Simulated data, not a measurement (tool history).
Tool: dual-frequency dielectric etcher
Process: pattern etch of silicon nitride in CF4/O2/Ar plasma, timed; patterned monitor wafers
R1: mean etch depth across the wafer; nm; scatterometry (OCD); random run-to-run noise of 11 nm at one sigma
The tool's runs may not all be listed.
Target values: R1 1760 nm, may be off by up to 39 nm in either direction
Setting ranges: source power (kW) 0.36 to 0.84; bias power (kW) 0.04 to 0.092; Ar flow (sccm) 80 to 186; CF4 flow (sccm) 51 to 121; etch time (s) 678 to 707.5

Run 1, day 0: source power (kW) 0.6, bias power (kW) 0.066, Ar flow (sccm) 133, CF4 flow (sccm) 86, etch time (s) 678. Result: R1 1585.7 nm.
Run 2, day 0.358: source power (kW) 0.62, bias power (kW) 0.066, Ar flow (sccm) 133, CF4 flow (sccm) 86, etch time (s) 678. Result: R1 1642.7 nm.
Run 3, day 0.588: source power (kW) 0.63, bias power (kW) 0.066, Ar flow (sccm) 133, CF4 flow (sccm) 86, etch time (s) 678. Result: R1 1652 nm.
Run 4, day 0.788: source power (kW) 0.63, bias power (kW) 0.066, Ar flow (sccm) 133, CF4 flow (sccm) 86, etch time (s) 678. Result: R1 1659.6 nm.
Run 5, day 1.125: source power (kW) 0.53, bias power (kW) 0.066, Ar flow (sccm) 133, CF4 flow (sccm) 86, etch time (s) 678. Result: R1 1426.1 nm.
Run 6, day 1.375: source power (kW) 0.53, bias power (kW) 0.066, Ar flow (sccm) 133, CF4 flow (sccm) 86, etch time (s) 707.5. Result: R1 1475.2 nm.
Run 7, day 1.542: source power (kW) 0.56, bias power (kW) 0.066, Ar flow (sccm) 133, CF4 flow (sccm) 86, etch time (s) 707.5. Result: R1 1553.5 nm.
Run 8, day 1.883: source power (kW) 0.58, bias power (kW) 0.066, Ar flow (sccm) 133, CF4 flow (sccm) 86, etch time (s) 707.5. Result: R1 1597.8 nm.
Run 9, day 2.021: source power (kW) 0.59, bias power (kW) 0.066, Ar flow (sccm) 133, CF4 flow (sccm) 86, etch time (s) 707.5. Result: R1 1626.8 nm.
Run 10, day 2.388: source power (kW) 0.6, bias power (kW) 0.066, Ar flow (sccm) 133, CF4 flow (sccm) 86, etch time (s) 707.5. Result: R1 1660 nm.
Run 11, day 2.65: source power (kW) 0.6, bias power (kW) 0.066, Ar flow (sccm) 133, CF4 flow (sccm) 86, etch time (s) 707.5. Result: R1 1673.9 nm.

Which single option among these 5 for the next run brings every result within its allowed miss of target? Just one does.
Run A, day 2.912: source power (kW) 0.57, bias power (kW) 0.067, Ar flow (sccm) 158, CF4 flow (sccm) 97, etch time (s) 703.5. Result: R1 ?.
Run B, day 2.912: source power (kW) 0.61, bias power (kW) 0.065, Ar flow (sccm) 130, CF4 flow (sccm) 83, etch time (s) 698.5. Result: R1 ?.
Run C, day 2.912: source power (kW) 0.6, bias power (kW) 0.066, Ar flow (sccm) 126, CF4 flow (sccm) 86, etch time (s) 685. Result: R1 ?.
Run D, day 2.912: source power (kW) 0.6, bias power (kW) 0.066, Ar flow (sccm) 136, CF4 flow (sccm) 85, etch time (s) 686. Result: R1 ?.
Run E, day 2.912: source power (kW) 0.62, bias power (kW) 0.071, Ar flow (sccm) 149, CF4 flow (sccm) 87, etch time (s) 707.5. Result: R1 ?.

move      R1
   A  1576.3
   B  1659.9
   C  1626.1
   D  1609.3
   E    1744
A: lands further from the targets than the last run did
B: lands further from the targets than the last run did
C: lands further from the targets than the last run did
D: lands further from the targets than the last run did
E: all results in spec
Move E is the one to make.
